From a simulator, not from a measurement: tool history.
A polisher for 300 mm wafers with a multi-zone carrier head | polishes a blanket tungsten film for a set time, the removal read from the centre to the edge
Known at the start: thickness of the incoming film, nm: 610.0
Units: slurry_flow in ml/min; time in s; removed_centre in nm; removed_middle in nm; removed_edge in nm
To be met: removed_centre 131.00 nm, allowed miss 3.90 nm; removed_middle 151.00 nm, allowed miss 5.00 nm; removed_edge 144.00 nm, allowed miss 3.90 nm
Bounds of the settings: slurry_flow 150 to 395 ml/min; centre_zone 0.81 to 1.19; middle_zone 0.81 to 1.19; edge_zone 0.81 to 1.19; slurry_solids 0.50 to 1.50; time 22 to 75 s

run    day  slurry_flow  centre_zone  middle_zone  edge_zone  slurry_solids  time  removed_centre  removed_middle  removed_edge
  1  0.000          250         1.00         1.00       1.00           1.00    48          234.15          230.07        228.51
  2  0.333          250         0.96         1.00       1.00           1.00    48          223.89          230.42        232.60
  3  0.425          250         0.96         0.92       1.00           1.00    48          222.61          214.21        225.74
  4  0.646          245         0.93         0.93       0.96           0.90    45          198.00          196.79        208.08
  5  1.012          250         0.92         0.97       0.93           0.80    41          173.94          182.70        183.40
  6  1.333          250         0.92         0.97       0.93           0.80    36          152.05          161.31        160.23
  7  1.408          245         0.91         0.98       0.91           0.75    36          147.20          159.97        157.33
  8  1.783          245         0.91         0.98       0.91           0.75    36          149.92          157.55        156.26
  9  2.121          235         0.89         0.99       0.89           0.75    36          145.28          158.77        155.31
 10  2.208          225         0.88         0.99       0.87           0.75    36          141.33          159.48        151.54
 11  2.450          180         0.84         0.94       0.83           0.70    36          129.91          144.85        145.64

Which of these 4 next moves meets every target?
  A  2.692          155         0.88         0.90       0.82           0.80    35               ?               ?             ?
  B  2.692          185         0.89         0.93       0.88           0.65    36               ?               ?             ?
  C  2.692          185         0.83         0.92       0.85           0.60    38               ?               ?             ?
  D  2.692          200         0.85         0.98       0.81           0.90    34               ?               ?             ?

move  removed_centre  removed_middle  removed_edge
   A          130.97          135.60        140.92
   B          136.04          142.43        145.90
   C          131.81          146.80        150.02
   D          132.85          151.98        144.47
A: further off than the last run
B: further off than the last run
C: brings the result that was furthest off to its target, and leaves another outside
D: meets every target
Move D is the one to make.
